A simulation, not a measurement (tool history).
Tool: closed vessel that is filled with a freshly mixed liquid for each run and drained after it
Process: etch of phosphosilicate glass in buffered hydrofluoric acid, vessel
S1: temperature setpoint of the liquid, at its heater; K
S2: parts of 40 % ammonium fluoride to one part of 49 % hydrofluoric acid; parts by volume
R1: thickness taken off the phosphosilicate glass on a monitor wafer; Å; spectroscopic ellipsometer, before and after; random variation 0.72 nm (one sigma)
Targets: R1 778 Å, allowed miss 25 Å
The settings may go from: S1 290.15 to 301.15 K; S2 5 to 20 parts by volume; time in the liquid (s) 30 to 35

run 1 hour=0 | S1=293.15 S2=12 time_in_the_liquid_(s)=35 | R1=1033
run 2 hour=7.4 | S1=292.65 S2=12 time_in_the_liquid_(s)=35 | R1=1006.8
run 3 hour=11.5 | S1=292.65 S2=10 time_in_the_liquid_(s)=35 | R1=1202.5
run 4 hour=14.8 | S1=292.65 S2=10 time_in_the_liquid_(s)=30 | R1=1028.7
run 5 hour=20.5 | S1=292.65 S2=10 time_in_the_liquid_(s)=35 | R1=1175
run 6 hour=22.3 | S1=292.65 S2=7.5 time_in_the_liquid_(s)=35 | R1=1545.2
run 7 hour=25.5 | S1=292.15 S2=8.5 time_in_the_liquid_(s)=35 | R1=1313.6
run 8 hour=31.5 | S1=291.65 S2=9 time_in_the_liquid_(s)=35 | R1=1197.4
run 9 hour=34 | S1=291.65 S2=9.5 time_in_the_liquid_(s)=35 | R1=1139.8
run 10 hour=39.8 | S1=291.65 S2=10 time_in_the_liquid_(s)=35 | R1=1127.5
run 11 hour=42.3 | S1=291.65 S2=10.5 time_in_the_liquid_(s)=35 | R1=1071.5
run 12 hour=47.6 | S1=291.65 S2=11 time_in_the_liquid_(s)=35 | R1=1041.5
run 13 hour=55.1 | S1=291.65 S2=11.5 time_in_the_liquid_(s)=35 | R1=988.65
run 14 hour=62.2 | S1=291.65 S2=12 time_in_the_liquid_(s)=35 | R1=926
run 15 hour=68.4 | S1=290.65 S2=12.5 time_in_the_liquid_(s)=35 | R1=856.35

5 next moves are on the table. One of them brings every result within its allowed miss. Which?
run A hour=74.6 | S1=290.65 S2=11.5 time_in_the_liquid_(s)=35 | R1=?
run B hour=74.6 | S1=292.65 S2=12.5 time_in_the_liquid_(s)=30 | R1=?
run C hour=74.6 | S1=293.65 S2=12 time_in_the_liquid_(s)=30 | R1=?
run D hour=74.6 | S1=290.15 S2=13.5 time_in_the_liquid_(s)=35 | R1=?
run E hour=74.6 | S1=290.15 S2=12.5 time_in_the_liquid_(s)=30 | R1=?

move=A R1=915.53
move=B R1=809.92
move=C R1=891.51
move=D R1=760.42
move=E R1=702.9
A: further off than the last run
B: nearer than the last run, and not there yet
C: further off than the last run
D: meets every target
E: takes the result that was furthest off past its target
Answer: D
